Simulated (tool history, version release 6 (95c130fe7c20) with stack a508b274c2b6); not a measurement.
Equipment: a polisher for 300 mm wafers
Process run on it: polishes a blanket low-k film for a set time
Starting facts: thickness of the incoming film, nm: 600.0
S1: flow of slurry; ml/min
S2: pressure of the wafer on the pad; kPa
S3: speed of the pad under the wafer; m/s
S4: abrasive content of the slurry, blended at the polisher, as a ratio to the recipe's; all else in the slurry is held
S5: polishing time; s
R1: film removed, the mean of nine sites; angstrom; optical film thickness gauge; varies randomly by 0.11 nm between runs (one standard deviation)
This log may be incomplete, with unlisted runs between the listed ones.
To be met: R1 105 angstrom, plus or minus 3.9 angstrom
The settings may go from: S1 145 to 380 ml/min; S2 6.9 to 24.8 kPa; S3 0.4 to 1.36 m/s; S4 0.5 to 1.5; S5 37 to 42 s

{"run": 1, "hour": 0.0, "S1": 245, "S2": 15.9, "S3": 0.88, "S4": 1, "S5": 42, "R1": 164.77}
{"run": 2, "hour": 1.4, "S1": 245, "S2": 15.2, "S3": 0.88, "S4": 1, "S5": 42, "R1": 157.35}
{"run": 3, "hour": 4.8, "S1": 245, "S2": 14.5, "S3": 0.88, "S4": 1, "S5": 42, "R1": 147.51}
{"run": 4, "hour": 7.2, "S1": 245, "S2": 14.5, "S3": 0.7, "S4": 1, "S5": 42, "R1": 125.3}
{"run": 5, "hour": 14.5, "S1": 245, "S2": 14.5, "S3": 0.7, "S4": 1, "S5": 37, "R1": 110.13}
{"run": 6, "hour": 17.2, "S1": 245, "S2": 14.5, "S3": 0.54, "S4": 1, "S5": 37, "R1": 88.553}
{"run": 7, "hour": 22.0, "S1": 245, "S2": 14.5, "S3": 0.54, "S4": 1, "S5": 37, "R1": 87.121}
{"run": 8, "hour": 29.1, "S1": 245, "S2": 15.2, "S3": 0.54, "S4": 1, "S5": 37, "R1": 91.19}
{"run": 9, "hour": 34.0, "S1": 245, "S2": 16.5, "S3": 0.54, "S4": 1, "S5": 37, "R1": 101.92}

Pick the move, out of 4, that brings all results within their allowed miss; only one does.
{"run": "A", "hour": 38.9, "S1": 250, "S2": 16.5, "S3": 0.46, "S4": 1.1, "S5": 39, "R1": "?"}
{"run": "B", "hour": 38.9, "S1": 165, "S2": 17.2, "S3": 0.62, "S4": 0.7, "S5": 42, "R1": "?"}
{"run": "C", "hour": 38.9, "S1": 200, "S2": 13.8, "S3": 0.52, "S4": 1.15, "S5": 42, "R1": "?"}
{"run": "D", "hour": 38.9, "S1": 225, "S2": 13.8, "S3": 0.54, "S4": 1.05, "S5": 41, "R1": "?"}

move=A R1=98.414
move=B R1=105.81
move=C R1=96.885
move=D R1=95.352
A: lands further from the targets than the last run did
B: every result lands within tolerance
C: lands further from the targets than the last run did
D: lands further from the targets than the last run did
The right move is B.
